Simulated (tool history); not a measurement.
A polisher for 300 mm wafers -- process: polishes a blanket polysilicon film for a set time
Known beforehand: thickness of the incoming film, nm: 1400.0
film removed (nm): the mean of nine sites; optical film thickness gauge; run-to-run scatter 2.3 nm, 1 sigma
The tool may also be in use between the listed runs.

| run | day | flow of slurry (ml/min) | pressure of the wafer on the pad (kPa) | speed of the pad under the wafer (cm/s) | polishing time (s) | film removed (nm) |
|---|---|---|---|---|---|---|
| 1 | 0.000 | 185 | 22.8 | 118 | 25 | 266.58 |
| 2 | 0.125 | 185 | 22.8 | 118 | 25 | 267.64 |
| 3 | 0.321 | 190 | 23.4 | 118 | 25 | 276.87 |
| 4 | 0.521 | 190 | 23.4 | 102 | 25 | 237.27 |
| 5 | 0.833 | 190 | 23.4 | 102 | 22 | 210.53 |
| 6 | 1.029 | 190 | 24.8 | 102 | 22 | 218.75 |
| 7 | 1.304 | 195 | 26.2 | 102 | 22 | 225.93 |
| 8 | 1.600 | 195 | 27.6 | 104 | 22 | 241.72 |
| 9 | 1.912 | 195 | 28.3 | 104 | 22 | 244.65 |
| 10 | 2.150 | 230 | 34.5 | 104 | 22 | 292.09 |
| 11 | 2.375 | 230 | 34.5 | 104 | 22 | 293.46 |

Run 12 has not been measured yet. What should we expect?
| 12 | 2.625 | 230 | 35.2 | 106 | 22 | ? |

{"run 12": {"film removed (nm)": 303.3}}
